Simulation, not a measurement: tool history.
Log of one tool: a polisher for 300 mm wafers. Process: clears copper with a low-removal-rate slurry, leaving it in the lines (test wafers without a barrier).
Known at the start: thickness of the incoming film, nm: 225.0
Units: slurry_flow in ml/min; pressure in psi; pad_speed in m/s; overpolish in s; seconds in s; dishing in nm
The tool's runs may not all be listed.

run	hour	slurry_flow	pressure	pad_speed	slurry_solids	overpolish	seconds	dishing
1	0	170	3.1	0.9	1	13	85.023	9.2292
2	8.9	170	3.7	0.9	1	13	72.101	9.8445
3	11.8	170	3.7	1	1	13	66.247	9.6027
4	15.5	170	3.7	0.9	1	13	75.45	9.132
5	20.9	155	3.7	0.9	1	13	75.61	9.7835
6	29	180	3.1	0.96	0.9	11	82.124	9.2823
7	37.4	230	2.2	1.22	0.65	5	90.359	6.5632
8	42.3	240	2	1.26	0.6	5	97.956	6.1703
9	43.1	245	1.9	1.3	0.6	5	99.38	6.3117
10	47.8	250	1.9	1.32	0.6	5	95.259	6.0752
11	51.3	255	1.9	1.34	0.6	5	97.333	6.212
12	55.5	255	1.9	1.36	0.6	5	93.087	6.102

Run 13, settings as shown, results not yet in. Your forecast:
13	57.2	255	1.9	1.38	0.6	5	?	?

Run 13 gave seconds 92.366 s, dishing 6.3709 nm.
